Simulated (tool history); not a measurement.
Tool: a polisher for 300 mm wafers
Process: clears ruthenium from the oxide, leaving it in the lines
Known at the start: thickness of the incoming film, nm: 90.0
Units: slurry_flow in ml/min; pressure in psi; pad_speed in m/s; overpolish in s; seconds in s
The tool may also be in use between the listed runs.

{"run": 1, "day": 0.0, "slurry_flow": 145, "pressure": 1.8, "pad_speed": 0.76, "overpolish": 5, "seconds": 121.57}
{"run": 2, "day": 0.033, "slurry_flow": 165, "pressure": 1.8, "pad_speed": 0.76, "overpolish": 5, "seconds": 119.1}
{"run": 3, "day": 0.25, "slurry_flow": 165, "pressure": 1.8, "pad_speed": 0.7, "overpolish": 5, "seconds": 127.3}
{"run": 4, "day": 0.454, "slurry_flow": 165, "pressure": 2.0, "pad_speed": 0.72, "overpolish": 5, "seconds": 119.73}
{"run": 5, "day": 0.696, "slurry_flow": 140, "pressure": 2.0, "pad_speed": 0.72, "overpolish": 5, "seconds": 122.65}
{"run": 6, "day": 0.767, "slurry_flow": 140, "pressure": 2.0, "pad_speed": 0.54, "overpolish": 5, "seconds": 160.19}
{"run": 7, "day": 0.983, "slurry_flow": 145, "pressure": 2.2, "pad_speed": 0.6, "overpolish": 5, "seconds": 131.29}
{"run": 8, "day": 1.221, "slurry_flow": 150, "pressure": 2.3, "pad_speed": 0.64, "overpolish": 5, "seconds": 124.21}

Forecast run 9:
{"run": 9, "day": 1.438, "slurry_flow": 150, "pressure": 2.3, "pad_speed": 0.64, "overpolish": 5, "seconds": "?"}

Run 9 gave seconds 123.32 s.
